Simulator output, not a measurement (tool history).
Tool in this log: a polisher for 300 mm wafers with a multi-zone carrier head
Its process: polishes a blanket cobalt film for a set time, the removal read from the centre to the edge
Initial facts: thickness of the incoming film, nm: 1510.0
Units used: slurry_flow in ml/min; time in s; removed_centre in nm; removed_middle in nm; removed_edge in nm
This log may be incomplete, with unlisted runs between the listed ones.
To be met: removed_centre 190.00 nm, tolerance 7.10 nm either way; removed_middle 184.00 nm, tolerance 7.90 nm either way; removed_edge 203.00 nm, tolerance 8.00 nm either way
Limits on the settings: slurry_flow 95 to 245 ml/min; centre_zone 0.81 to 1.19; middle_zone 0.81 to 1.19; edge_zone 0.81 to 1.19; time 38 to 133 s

run 1 hour=0.0 | slurry_flow=155 centre_zone=1.00 middle_zone=1.00 edge_zone=1.00 time=85 | removed_centre=359.51 removed_middle=344.86 removed_edge=373.77
run 2 hour=0.9 | slurry_flow=155 centre_zone=1.00 middle_zone=1.00 edge_zone=1.00 time=94 | removed_centre=399.97 removed_middle=377.72 removed_edge=402.48
run 3 hour=7.3 | slurry_flow=155 centre_zone=1.04 middle_zone=1.00 edge_zone=1.00 time=94 | removed_centre=413.58 removed_middle=373.94 removed_edge=403.76
run 4 hour=8.3 | slurry_flow=140 centre_zone=1.03 middle_zone=0.99 edge_zone=0.96 time=79 | removed_centre=322.82 removed_middle=303.08 removed_edge=322.37
run 5 hour=15.7 | slurry_flow=130 centre_zone=1.02 middle_zone=0.96 edge_zone=0.93 time=72 | removed_centre=282.67 removed_middle=270.44 removed_edge=286.59
run 6 hour=19.3 | slurry_flow=150 centre_zone=1.02 middle_zone=0.96 edge_zone=0.93 time=72 | removed_centre=302.70 removed_middle=282.21 removed_edge=301.43
run 7 hour=28.2 | slurry_flow=140 centre_zone=1.01 middle_zone=0.94 edge_zone=0.91 time=66 | removed_centre=267.82 removed_middle=247.74 removed_edge=263.76
run 8 hour=35.2 | slurry_flow=130 centre_zone=0.98 middle_zone=0.91 edge_zone=0.90 time=63 | removed_centre=243.60 removed_middle=222.31 removed_edge=245.43
run 9 hour=39.3 | slurry_flow=125 centre_zone=0.95 middle_zone=0.90 edge_zone=0.88 time=62 | removed_centre=232.05 removed_middle=211.97 removed_edge=235.10
run 10 hour=40.8 | slurry_flow=110 centre_zone=0.85 middle_zone=0.89 edge_zone=0.82 time=54 | removed_centre=171.89 removed_middle=174.27 removed_edge=196.60
run 11 hour=46.3 | slurry_flow=150 centre_zone=0.89 middle_zone=0.89 edge_zone=0.83 time=52 | removed_centre=195.23 removed_middle=190.59 removed_edge=202.63

Which single option among these 5 for the next run brings every result within its allowed miss of target? Just one does.
run A hour=51.8 | slurry_flow=145 centre_zone=0.88 middle_zone=0.88 edge_zone=0.88 time=51 | removed_centre=? removed_middle=? removed_edge=?
run B hour=51.8 | slurry_flow=155 centre_zone=0.84 middle_zone=0.95 edge_zone=0.81 time=51 | removed_centre=? removed_middle=? removed_edge=?
run C hour=51.8 | slurry_flow=175 centre_zone=0.86 middle_zone=0.96 edge_zone=0.83 time=51 | removed_centre=? removed_middle=? removed_edge=?
run D hour=51.8 | slurry_flow=180 centre_zone=0.92 middle_zone=0.91 edge_zone=0.82 time=49 | removed_centre=? removed_middle=? removed_edge=?
run E hour=51.8 | slurry_flow=155 centre_zone=0.82 middle_zone=0.94 edge_zone=0.83 time=53 | removed_centre=? removed_middle=? removed_edge=?

move=A removed_centre=194.58 removed_middle=184.35 removed_edge=198.19
move=B removed_centre=192.44 removed_middle=200.51 removed_edge=193.44
move=C removed_centre=203.40 removed_middle=209.02 removed_edge=199.97
move=D removed_centre=207.21 removed_middle=193.36 removed_edge=192.18
move=E removed_centre=196.43 removed_middle=206.55 removed_edge=203.22
A: in spec on every target
B: misses by more than the last run did
C: misses by more than the last run did
D: misses by more than the last run did
E: misses by more than the last run did
A meets every target.
